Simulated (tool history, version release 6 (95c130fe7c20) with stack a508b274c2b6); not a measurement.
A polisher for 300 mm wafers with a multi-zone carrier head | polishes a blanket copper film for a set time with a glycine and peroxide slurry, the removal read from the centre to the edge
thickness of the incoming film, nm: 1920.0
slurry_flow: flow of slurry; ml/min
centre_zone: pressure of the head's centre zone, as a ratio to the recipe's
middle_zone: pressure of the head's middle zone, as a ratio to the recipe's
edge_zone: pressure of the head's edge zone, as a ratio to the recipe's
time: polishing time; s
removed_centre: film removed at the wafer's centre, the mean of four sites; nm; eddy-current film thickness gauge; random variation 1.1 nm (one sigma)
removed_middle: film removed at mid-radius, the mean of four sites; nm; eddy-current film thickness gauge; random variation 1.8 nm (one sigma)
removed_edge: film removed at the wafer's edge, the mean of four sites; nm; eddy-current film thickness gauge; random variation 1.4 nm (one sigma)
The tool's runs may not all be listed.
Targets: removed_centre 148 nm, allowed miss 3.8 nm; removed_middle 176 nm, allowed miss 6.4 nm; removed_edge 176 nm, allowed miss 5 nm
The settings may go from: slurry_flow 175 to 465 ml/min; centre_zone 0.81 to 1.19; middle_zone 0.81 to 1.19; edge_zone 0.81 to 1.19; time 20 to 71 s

run,hour,slurry_flow,centre_zone,middle_zone,edge_zone,time,removed_centre,removed_middle,removed_edge
1,0,295,1,1,1,45,252.1,258.14,256.56
2,3.6,280,0.95,0.99,0.98,41,215.65,231.48,228.31
3,8,350,0.95,0.99,0.98,41,220.74,238.51,232.23
4,10.2,335,0.91,0.97,0.97,39,199.21,223.23,219.48
5,17.5,320,0.88,0.95,0.95,37,184.22,201.87,207.99
6,26.2,320,0.82,0.95,0.95,37,168.27,207.8,207.44
7,28.2,310,0.82,0.95,0.93,36,166.65,197.48,198.64
8,35.7,300,0.82,0.95,0.93,35,161.15,191.16,194.77
9,40.1,290,0.82,0.96,0.92,34,154.97,184.53,186.96
10,43.6,275,0.82,0.97,0.91,34,154.23,185.67,184.41
11,47.3,260,0.82,0.97,0.9,34,153.52,184.84,181.92
12,53.1,250,0.82,0.97,0.9,34,152.58,183.7,183.21
13,56.4,240,0.82,0.97,0.89,34,154.49,184.01,182.75
14,60.7,235,0.82,0.97,0.89,34,152.2,186.89,181.44
15,61.6,235,0.82,0.96,0.88,34,149.76,179.88,181.02
16,64.8,230,0.82,0.96,0.87,34,151.87,181.27,178.22
17,68.4,225,0.82,0.96,0.87,34,151.47,184,180.95

Which of these 4 next moves meets every target?
A,72,270,0.88,0.9,0.92,33,?,?,?
B,72,270,0.82,0.92,0.87,33,?,?,?
C,72,195,0.83,0.91,0.94,35,?,?,?
D,72,185,0.81,0.98,0.91,36,?,?,?

move,removed_centre,removed_middle,removed_edge
A,159.67,170.49,177.27
B,148.71,173.7,172.75
C,153.57,176.25,184.97
D,153.08,191.67,186.34
A: brings the result that was furthest off to its target, and leaves another outside
B: meets every target
C: brings the result that was furthest off to its target, and leaves another outside
D: further off than the last run
The right move is B.
